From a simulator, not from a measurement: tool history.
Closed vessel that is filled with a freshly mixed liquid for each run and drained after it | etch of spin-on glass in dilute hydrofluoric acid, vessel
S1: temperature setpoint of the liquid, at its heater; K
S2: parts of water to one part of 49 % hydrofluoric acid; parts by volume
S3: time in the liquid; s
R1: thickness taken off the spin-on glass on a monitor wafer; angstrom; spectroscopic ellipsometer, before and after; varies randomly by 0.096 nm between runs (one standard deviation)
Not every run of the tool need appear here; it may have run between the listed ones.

Run 1, hour 0.0: S1 296.15 K, S2 190 parts by volume, S3 30 s. Result: R1 63.532 angstrom.
Run 2, hour 9.2: S1 296.15 K, S2 190 parts by volume, S3 30 s. Result: R1 63.394 angstrom.
Run 3, hour 14.3: S1 296.15 K, S2 190 parts by volume, S3 30 s. Result: R1 64.375 angstrom.
Run 4, hour 18.6: S1 299.65 K, S2 190 parts by volume, S3 30 s. Result: R1 72.741 angstrom.
Run 5, hour 25.0: S1 300.65 K, S2 185 parts by volume, S3 30 s. Result: R1 77.880 angstrom.
Run 6, hour 33.8: S1 300.65 K, S2 185 parts by volume, S3 30 s. Result: R1 78.529 angstrom.

Run 7, settings as shown, results not yet in. Your forecast:
Run 7, hour 35.2: S1 301.15 K, S2 180 parts by volume, S3 30 s. Result: R1 ?.

R1: 80.875 angstrom
